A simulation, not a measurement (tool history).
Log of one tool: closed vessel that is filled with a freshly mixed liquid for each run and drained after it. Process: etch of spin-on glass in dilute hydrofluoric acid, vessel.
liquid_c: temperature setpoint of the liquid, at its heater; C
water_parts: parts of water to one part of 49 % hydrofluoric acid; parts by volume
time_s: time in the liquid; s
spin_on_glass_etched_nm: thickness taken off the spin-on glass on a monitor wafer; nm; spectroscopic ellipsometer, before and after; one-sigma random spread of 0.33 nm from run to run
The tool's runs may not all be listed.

{"run": 1, "hour": 0.0, "liquid_c": 22, "water_parts": 55, "time_s": 85, "spin_on_glass_etched_nm": 43.669}
{"run": 2, "hour": 2.8, "liquid_c": 19, "water_parts": 55, "time_s": 85, "spin_on_glass_etched_nm": 38.708}
{"run": 3, "hour": 6.5, "liquid_c": 22.5, "water_parts": 55, "time_s": 85, "spin_on_glass_etched_nm": 44.813}
{"run": 4, "hour": 9.5, "liquid_c": 25, "water_parts": 55, "time_s": 85, "spin_on_glass_etched_nm": 49.218}
{"run": 5, "hour": 18.0, "liquid_c": 25, "water_parts": 70, "time_s": 85, "spin_on_glass_etched_nm": 37.949}
{"run": 6, "hour": 19.0, "liquid_c": 25, "water_parts": 70, "time_s": 90, "spin_on_glass_etched_nm": 40.213}
{"run": 7, "hour": 23.9, "liquid_c": 26.5, "water_parts": 65, "time_s": 90, "spin_on_glass_etched_nm": 46.264}
{"run": 8, "hour": 31.3, "liquid_c": 27.5, "water_parts": 60, "time_s": 90, "spin_on_glass_etched_nm": 52.824}
{"run": 9, "hour": 35.4, "liquid_c": 28.5, "water_parts": 55, "time_s": 90, "spin_on_glass_etched_nm": 60.17}
{"run": 10, "hour": 37.0, "liquid_c": 29, "water_parts": 55, "time_s": 90, "spin_on_glass_etched_nm": 61.248}

Run 11, settings as shown, results not yet in. Your forecast:
{"run": 11, "hour": 45.9, "liquid_c": 29.5, "water_parts": 55, "time_s": 90, "spin_on_glass_etched_nm": "?"}

Run 11 yielded spin_on_glass_etched_nm 62.285 nm.

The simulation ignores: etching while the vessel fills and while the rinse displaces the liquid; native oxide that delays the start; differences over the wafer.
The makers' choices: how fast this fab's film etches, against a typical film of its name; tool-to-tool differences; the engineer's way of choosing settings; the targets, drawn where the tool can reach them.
